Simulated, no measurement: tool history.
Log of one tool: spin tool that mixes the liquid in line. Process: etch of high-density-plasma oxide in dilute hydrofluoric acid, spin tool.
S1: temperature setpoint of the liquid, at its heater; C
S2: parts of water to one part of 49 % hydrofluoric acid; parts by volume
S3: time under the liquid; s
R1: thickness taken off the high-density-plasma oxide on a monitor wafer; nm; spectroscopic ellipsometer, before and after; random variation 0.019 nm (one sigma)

{"run": 1, "hour": 0.0, "S1": 22.0, "S2": 295, "S3": 100, "R1": 1.7363}
{"run": 2, "hour": 3.5, "S1": 22.0, "S2": 295, "S3": 75, "R1": 1.2864}
{"run": 3, "hour": 5.9, "S1": 24.0, "S2": 270, "S3": 75, "R1": 1.5766}
{"run": 4, "hour": 12.3, "S1": 24.0, "S2": 270, "S3": 75, "R1": 1.5612}
{"hour": 19.6, "done": "thermometer replaced"}
{"run": 5, "hour": 19.6, "S1": 25.5, "S2": 245, "S3": 75, "R1": 1.7788}
{"run": 6, "hour": 26.0, "S1": 26.5, "S2": 225, "S3": 75, "R1": 2.036}
{"run": 7, "hour": 27.2, "S1": 27.5, "S2": 220, "S3": 75, "R1": 2.1774}
{"run": 8, "hour": 28.8, "S1": 28.0, "S2": 220, "S3": 75, "R1": 2.2008}

Run 9 comes next. What will it give?
{"run": 9, "hour": 32.7, "S1": 28.5, "S2": 220, "S3": 75, "R1": "?"}

Run 9 gave R1 2.2289 nm.
